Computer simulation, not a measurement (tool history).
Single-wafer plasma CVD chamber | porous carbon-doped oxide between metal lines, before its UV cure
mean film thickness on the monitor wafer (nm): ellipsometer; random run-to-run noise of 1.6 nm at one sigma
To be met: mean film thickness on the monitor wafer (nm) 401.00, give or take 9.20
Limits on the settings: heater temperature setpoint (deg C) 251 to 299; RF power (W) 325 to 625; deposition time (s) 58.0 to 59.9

| run | hour | heater temperature setpoint (deg C) | RF power (W) | deposition time (s) | mean film thickness on the monitor wafer (nm) |
|---|---|---|---|---|---|
| 1 | 0.0 | 275 | 475 | 58.0 | 353.34 |
| 2 | 1.9 | 270 | 480 | 58.0 | 370.29 |
| 3 | 6.7 | 270 | 445 | 58.0 | 342.75 |
| 4 | 13.1 | 261 | 445 | 58.0 | 363.12 |
| 5 | 21.4 | 261 | 445 | 59.9 | 379.13 |
| 6 | 22.8 | 266 | 445 | 59.9 | 364.61 |
| 7 | 29.5 | 262 | 450 | 59.9 | 380.30 |
| 8 | 33.3 | 260 | 450 | 59.9 | 386.08 |
| 9 | 41.7 | 259 | 450 | 59.9 | 386.92 |
| 10 | 43.5 | 258 | 450 | 59.9 | 388.21 |

4 candidate next runs follow, results not yet known. Just one meets every target within its allowed miss. Identify it.
| A | 45.3 | 254 | 475 | 59.8 | ? |
| B | 45.3 | 262 | 505 | 59.9 | ? |
| C | 45.3 | 260 | 440 | 58.0 | ? |
| D | 45.3 | 252 | 450 | 59.9 | ? |

| move | mean film thickness on the monitor wafer (nm) |
|---|---|
| A | 416.53 |
| B | 416.20 |
| C | 362.83 |
| D | 403.38 |
A: the result that was furthest off in the last run now lies on the other side of its target
B: the result that was furthest off in the last run now lies on the other side of its target
C: lands further from the targets than the last run did
D: every result lands within tolerance
Correct choice: D, which meets every target
